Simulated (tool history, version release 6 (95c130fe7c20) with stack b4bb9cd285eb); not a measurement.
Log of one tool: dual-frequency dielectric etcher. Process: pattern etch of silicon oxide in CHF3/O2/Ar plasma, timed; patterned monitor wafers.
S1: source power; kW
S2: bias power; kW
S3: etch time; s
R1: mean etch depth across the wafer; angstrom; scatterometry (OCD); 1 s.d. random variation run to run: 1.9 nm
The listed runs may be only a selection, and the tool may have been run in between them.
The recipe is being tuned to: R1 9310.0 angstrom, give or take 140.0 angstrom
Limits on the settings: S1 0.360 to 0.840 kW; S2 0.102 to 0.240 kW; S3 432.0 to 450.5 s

run,hour,S1,S2,S3,R1
1,0.0,0.600,0.171,432.0,8279.2
2,3.7,0.600,0.198,432.0,8914.6
3,8.2,0.600,0.198,432.0,8928.5
4,16.0,0.600,0.181,432.0,8521.0
5,24.5,0.600,0.181,450.5,8873.0
6,27.7,0.600,0.181,432.0,8532.5
7,35.8,0.630,0.182,432.0,8813.0
8,41.1,0.640,0.182,432.0,8912.4
9,47.1,0.650,0.182,432.0,8958.5
10,56.1,0.720,0.184,432.0,9552.8
11,64.2,0.720,0.184,432.0,9539.6
12,67.8,0.710,0.184,432.0,9479.8

Which of these 4 next moves meets every target?
A,71.4,0.730,0.176,441.0,?
B,71.4,0.660,0.195,447.5,?
C,71.4,0.770,0.160,433.5,?
D,71.4,0.730,0.184,434.0,?

move,R1
A,9642.1
B,9684.8
C,9345.1
D,9683.2
A: moves away from the targets compared with the last run
B: moves away from the targets compared with the last run
C: all results in spec
D: moves away from the targets compared with the last run
The right move is C.
